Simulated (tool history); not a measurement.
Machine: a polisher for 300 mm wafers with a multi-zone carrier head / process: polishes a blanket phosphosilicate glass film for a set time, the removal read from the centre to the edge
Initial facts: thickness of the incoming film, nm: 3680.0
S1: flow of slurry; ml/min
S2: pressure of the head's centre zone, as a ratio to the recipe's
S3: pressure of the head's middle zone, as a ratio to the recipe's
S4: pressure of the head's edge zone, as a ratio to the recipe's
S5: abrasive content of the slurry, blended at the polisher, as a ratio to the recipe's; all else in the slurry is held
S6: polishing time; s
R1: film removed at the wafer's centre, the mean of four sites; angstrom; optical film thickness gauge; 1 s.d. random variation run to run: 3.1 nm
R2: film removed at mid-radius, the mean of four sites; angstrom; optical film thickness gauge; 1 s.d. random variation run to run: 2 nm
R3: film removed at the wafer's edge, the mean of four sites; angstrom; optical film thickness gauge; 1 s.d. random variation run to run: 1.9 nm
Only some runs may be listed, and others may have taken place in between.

| run | hour | S1 | S2 | S3 | S4 | S5 | S6 | R1 | R2 | R3 |
|---|---|---|---|---|---|---|---|---|---|---|
| 1 | 0 | 275 | 1 | 1 | 1 | 1 | 49 | 5181.4 | 5236.1 | 5257.7 |
| 2 | 6.4 | 275 | 1 | 1 | 1 | 0.8 | 49 | 4511.8 | 4520.4 | 4617.4 |
| 3 | 11.4 | 275 | 1.08 | 1 | 1 | 0.8 | 49 | 4917.1 | 4597.8 | 4596.5 |
| 4 | 18.8 | 275 | 1.07 | 1 | 0.98 | 0.75 | 47 | 4479.4 | 4239.1 | 4130 |
| 5 | 20.8 | 270 | 1.05 | 0.99 | 0.96 | 0.7 | 46 | 3993.6 | 3833.4 | 3827.3 |
| 6 | 24.5 | 270 | 1.05 | 0.99 | 0.96 | 0.7 | 51 | 4404.4 | 4268.7 | 4243.6 |
| 7 | 31.7 | 270 | 1.05 | 0.99 | 0.94 | 0.65 | 49 | 3991.7 | 3852.8 | 3847.7 |
| 8 | 39.8 | 270 | 1.05 | 0.99 | 0.92 | 0.65 | 48 | 3984.6 | 3777.2 | 3680.7 |
| 9 | 44.2 | 270 | 1.04 | 0.99 | 0.9 | 0.65 | 47 | 3881.6 | 3726.1 | 3576.4 |
| 10 | 50.9 | 270 | 1.03 | 0.99 | 0.89 | 0.65 | 46 | 3758.2 | 3635 | 3483.8 |
| 11 | 52.8 | 265 | 1.02 | 0.99 | 0.88 | 0.65 | 45 | 3642.9 | 3540.9 | 3415.6 |
| 12 | 61.4 | 270 | 1.02 | 0.99 | 0.87 | 0.65 | 44 | 3596.5 | 3448.2 | 3258.8 |

Expected results for the next run?
| 13 | 68.1 | 275 | 1.01 | 0.99 | 0.86 | 0.65 | 43 | ? | ? | ? |

R1: 3439.9 angstrom
R2: 3412.2 angstrom
R3: 3208.5 angstrom

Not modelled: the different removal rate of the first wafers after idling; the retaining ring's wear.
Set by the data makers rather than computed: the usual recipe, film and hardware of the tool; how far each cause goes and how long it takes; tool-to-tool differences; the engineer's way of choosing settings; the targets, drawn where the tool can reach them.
